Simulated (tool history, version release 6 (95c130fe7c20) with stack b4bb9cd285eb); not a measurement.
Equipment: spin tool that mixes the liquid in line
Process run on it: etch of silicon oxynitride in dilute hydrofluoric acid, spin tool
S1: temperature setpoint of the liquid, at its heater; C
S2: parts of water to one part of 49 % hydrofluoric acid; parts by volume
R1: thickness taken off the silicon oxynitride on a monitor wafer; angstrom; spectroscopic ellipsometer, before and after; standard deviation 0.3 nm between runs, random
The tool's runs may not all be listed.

run 1 day=0.000 | S1=26.0 S2=45 time_under_the_liquid_(s)=165 | R1=212.46
run 2 day=0.362 | S1=26.0 S2=45 time_under_the_liquid_(s)=165 | R1=210.48
run 3 day=0.696 | S1=27.5 S2=45 time_under_the_liquid_(s)=165 | R1=227.71
run 4 day=0.825 | S1=29.0 S2=45 time_under_the_liquid_(s)=165 | R1=239.07
run 5 day=0.879 | S1=31.0 S2=45 time_under_the_liquid_(s)=165 | R1=266.00
run 6 day=1.071 | S1=31.0 S2=45 time_under_the_liquid_(s)=175 | R1=280.97
run 7 day=1.142 | S1=31.0 S2=45 time_under_the_liquid_(s)=175 | R1=278.00

Run 8 has not been measured yet. What should we expect?
run 8 day=1.258 | S1=31.5 S2=45 time_under_the_liquid_(s)=175 | R1=?

{"run 8": {"R1": 291.14}}
